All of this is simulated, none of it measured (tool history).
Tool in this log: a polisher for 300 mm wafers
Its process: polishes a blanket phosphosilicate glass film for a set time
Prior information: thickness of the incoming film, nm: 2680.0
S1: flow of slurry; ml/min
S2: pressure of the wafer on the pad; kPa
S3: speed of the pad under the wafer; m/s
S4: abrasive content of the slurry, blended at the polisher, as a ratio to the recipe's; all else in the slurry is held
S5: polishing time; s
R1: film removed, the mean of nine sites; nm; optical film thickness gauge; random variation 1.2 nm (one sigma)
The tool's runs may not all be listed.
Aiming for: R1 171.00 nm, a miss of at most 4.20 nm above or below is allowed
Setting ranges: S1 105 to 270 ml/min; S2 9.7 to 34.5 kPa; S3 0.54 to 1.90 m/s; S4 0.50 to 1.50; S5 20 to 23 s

Run 1, hour 0.0: S1 175 ml/min, S2 22.1 kPa, S3 1.22 m/s, S4 1.00, S5 23 s. Result: R1 261.00 nm.
Run 2, hour 3.0: S1 170 ml/min, S2 20.0 kPa, S3 1.22 m/s, S4 1.00, S5 23 s. Result: R1 240.65 nm.
Run 3, hour 5.5: S1 170 ml/min, S2 20.0 kPa, S3 1.42 m/s, S4 1.00, S5 23 s. Result: R1 263.36 nm.
Run 4, hour 7.1: S1 165 ml/min, S2 17.2 kPa, S3 1.42 m/s, S4 1.00, S5 23 s. Result: R1 233.72 nm.
Run 5, hour 15.8: S1 165 ml/min, S2 17.2 kPa, S3 1.22 m/s, S4 1.00, S5 23 s. Result: R1 217.47 nm.
Run 6, hour 16.5: S1 165 ml/min, S2 15.9 kPa, S3 1.22 m/s, S4 1.00, S5 23 s. Result: R1 201.95 nm.
Run 7, hour 25.1: S1 160 ml/min, S2 15.2 kPa, S3 1.22 m/s, S4 1.00, S5 23 s. Result: R1 197.67 nm.
Run 8, hour 25.9: S1 160 ml/min, S2 14.5 kPa, S3 1.22 m/s, S4 1.00, S5 23 s. Result: R1 192.02 nm.
Run 9, hour 28.3: S1 160 ml/min, S2 13.8 kPa, S3 1.22 m/s, S4 1.00, S5 23 s. Result: R1 184.36 nm.
Run 10, hour 32.8: S1 160 ml/min, S2 13.1 kPa, S3 1.22 m/s, S4 1.00, S5 23 s. Result: R1 179.62 nm.

Of the 5 settings listed for the next run, only one would bring every result within its allowed miss of target. Which one?
Run A, hour 37.3: S1 195 ml/min, S2 11.7 kPa, S3 1.14 m/s, S4 0.95, S5 23 s. Result: R1 ?.
Run B, hour 37.3: S1 190 ml/min, S2 12.4 kPa, S3 1.00 m/s, S4 1.30, S5 20 s. Result: R1 ?.
Run C, hour 37.3: S1 190 ml/min, S2 11.7 kPa, S3 1.36 m/s, S4 1.05, S5 22 s. Result: R1 ?.
Run D, hour 37.3: S1 165 ml/min, S2 14.5 kPa, S3 1.32 m/s, S4 1.10, S5 20 s. Result: R1 ?.
Run E, hour 37.3: S1 160 ml/min, S2 16.5 kPa, S3 1.26 m/s, S4 0.70, S5 23 s. Result: R1 ?.

move      R1
   A  161.83
   B  156.95
   C  178.75
   D  181.13
   E  170.62
A: the result that was furthest off in the last run now lies on the other side of its target
B: the result that was furthest off in the last run now lies on the other side of its target
C: better than the last run, though not everything is in spec
D: lands further from the targets than the last run did
E: every result within its allowed miss
Answer: E
